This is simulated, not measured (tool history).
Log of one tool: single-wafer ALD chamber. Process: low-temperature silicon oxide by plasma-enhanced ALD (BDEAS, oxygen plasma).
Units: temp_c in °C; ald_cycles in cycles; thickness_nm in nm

{"run": 1, "day": 0.0, "temp_c": 85, "ald_cycles": 48, "thickness_nm": 8.2642}
{"run": 2, "day": 0.058, "temp_c": 85, "ald_cycles": 44, "thickness_nm": 7.5345}
{"run": 3, "day": 0.425, "temp_c": 83, "ald_cycles": 46, "thickness_nm": 8.0157}
{"run": 4, "day": 0.512, "temp_c": 75, "ald_cycles": 46, "thickness_nm": 8.2727}
{"run": 5, "day": 0.883, "temp_c": 75, "ald_cycles": 40, "thickness_nm": 7.1248}
{"run": 6, "day": 1.175, "temp_c": 73, "ald_cycles": 43, "thickness_nm": 7.7661}
{"run": 7, "day": 1.362, "temp_c": 71, "ald_cycles": 45, "thickness_nm": 8.2016}
{"run": 8, "day": 1.579, "temp_c": 63, "ald_cycles": 53, "thickness_nm": 9.8722}

The next listed run, before its measurement:
{"run": 9, "day": 1.696, "temp_c": 63, "ald_cycles": 54, "thickness_nm": "?"}

thickness_nm: 10.0760 nm
